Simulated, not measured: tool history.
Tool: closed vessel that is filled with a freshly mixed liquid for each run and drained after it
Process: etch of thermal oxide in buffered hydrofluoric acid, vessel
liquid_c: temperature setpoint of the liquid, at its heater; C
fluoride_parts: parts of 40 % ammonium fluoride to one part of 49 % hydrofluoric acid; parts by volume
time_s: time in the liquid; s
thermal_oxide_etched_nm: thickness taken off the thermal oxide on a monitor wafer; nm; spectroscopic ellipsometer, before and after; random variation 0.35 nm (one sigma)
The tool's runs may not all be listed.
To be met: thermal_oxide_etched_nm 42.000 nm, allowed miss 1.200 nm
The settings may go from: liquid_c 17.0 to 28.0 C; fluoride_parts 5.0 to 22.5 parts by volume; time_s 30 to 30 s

run    day  liquid_c  fluoride_parts  time_s  thermal_oxide_etched_nm
  1  0.000      20.0            13.5      30                   23.303
  2  0.333      20.0            10.0      30                   31.268
  3  0.696      20.5            10.0      30                   31.693
  4  1.054      20.5            10.0      30                   31.258
  5  1.146      22.0            10.0      30                   35.148
  6  1.404      19.5            10.0      30                   29.674
  7  1.721      20.0            10.0      30                   30.790
  8  1.883      20.5            10.0      30                   31.873
  9  2.117      21.0            10.0      30                   32.568
 10  2.200      21.5            10.0      30                   33.640

Which of these 4 next moves meets every target?
  A  2.283      25.0             8.5      30                        ?
  B  2.283      21.5             8.5      30                        ?
  C  2.283      22.0             8.0      30                        ?
  D  2.283      23.0             8.0      30                        ?

move  thermal_oxide_etched_nm
   A                   45.769
   B                   37.786
   C                   41.484
   D                   43.831
A: takes the result that was furthest off past its target
B: nearer than the last run, and not there yet
C: meets every target
D: takes the result that was furthest off past its target
Answer: C
